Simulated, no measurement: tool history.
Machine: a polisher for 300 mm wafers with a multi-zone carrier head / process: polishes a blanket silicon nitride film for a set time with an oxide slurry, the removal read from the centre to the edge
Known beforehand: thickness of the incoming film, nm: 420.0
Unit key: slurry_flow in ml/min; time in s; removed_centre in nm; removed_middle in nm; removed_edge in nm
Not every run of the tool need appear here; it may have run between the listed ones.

{"run": 1, "hour": 0.0, "slurry_flow": 220, "centre_zone": 1.0, "middle_zone": 1.0, "edge_zone": 1.0, "slurry_solids": 1.0, "time": 85, "removed_centre": 77.71, "removed_middle": 79.766, "removed_edge": 76.913}
{"run": 2, "hour": 3.1, "slurry_flow": 230, "centre_zone": 1.02, "middle_zone": 1.0, "edge_zone": 1.01, "slurry_solids": 1.0, "time": 85, "removed_centre": 81.277, "removed_middle": 80.469, "removed_edge": 75.839}
{"run": 3, "hour": 6.7, "slurry_flow": 265, "centre_zone": 1.02, "middle_zone": 1.0, "edge_zone": 1.01, "slurry_solids": 1.0, "time": 85, "removed_centre": 82.373, "removed_middle": 81.308, "removed_edge": 77.538}
{"run": 4, "hour": 9.6, "slurry_flow": 265, "centre_zone": 1.02, "middle_zone": 0.96, "edge_zone": 1.01, "slurry_solids": 1.0, "time": 85, "removed_centre": 80.024, "removed_middle": 77.558, "removed_edge": 77.733}
{"run": 5, "hour": 11.8, "slurry_flow": 265, "centre_zone": 1.03, "middle_zone": 0.97, "edge_zone": 1.02, "slurry_solids": 1.0, "time": 85, "removed_centre": 82.052, "removed_middle": 79.085, "removed_edge": 77.065}
{"run": 6, "hour": 19.3, "slurry_flow": 265, "centre_zone": 1.03, "middle_zone": 0.97, "edge_zone": 1.02, "slurry_solids": 1.0, "time": 100, "removed_centre": 96.778, "removed_middle": 93.87, "removed_edge": 89.088}
{"run": 7, "hour": 26.2, "slurry_flow": 265, "centre_zone": 1.03, "middle_zone": 0.97, "edge_zone": 1.02, "slurry_solids": 1.0, "time": 100, "removed_centre": 97.14, "removed_middle": 92.348, "removed_edge": 92.875}
{"run": 8, "hour": 32.8, "slurry_flow": 265, "centre_zone": 1.04, "middle_zone": 0.97, "edge_zone": 1.0, "slurry_solids": 1.0, "time": 100, "removed_centre": 98.598, "removed_middle": 93.015, "removed_edge": 90.609}
{"run": 9, "hour": 33.9, "slurry_flow": 265, "centre_zone": 1.04, "middle_zone": 0.97, "edge_zone": 0.99, "slurry_solids": 1.0, "time": 100, "removed_centre": 97.487, "removed_middle": 92.4, "removed_edge": 89.641}
{"run": 10, "hour": 42.8, "slurry_flow": 265, "centre_zone": 1.04, "middle_zone": 0.96, "edge_zone": 0.97, "slurry_solids": 1.0, "time": 100, "removed_centre": 98.338, "removed_middle": 92.76, "removed_edge": 89.622}
{"run": 11, "hour": 43.7, "slurry_flow": 265, "centre_zone": 1.04, "middle_zone": 0.95, "edge_zone": 0.96, "slurry_solids": 1.0, "time": 100, "removed_centre": 98.465, "removed_middle": 91.029, "removed_edge": 89.659}
{"run": 12, "hour": 47.9, "slurry_flow": 265, "centre_zone": 1.04, "middle_zone": 0.95, "edge_zone": 0.95, "slurry_solids": 1.0, "time": 100, "removed_centre": 100.34, "removed_middle": 90.759, "removed_edge": 88.546}

Expected results for the next run?
{"run": 13, "hour": 50.4, "slurry_flow": 260, "centre_zone": 1.04, "middle_zone": 0.95, "edge_zone": 0.94, "slurry_solids": 1.0, "time": 100, "removed_centre": "?", "removed_middle": "?", "removed_edge": "?"}

removed_centre: 96.938 nm
removed_middle: 90.612 nm
removed_edge: 89.643 nm
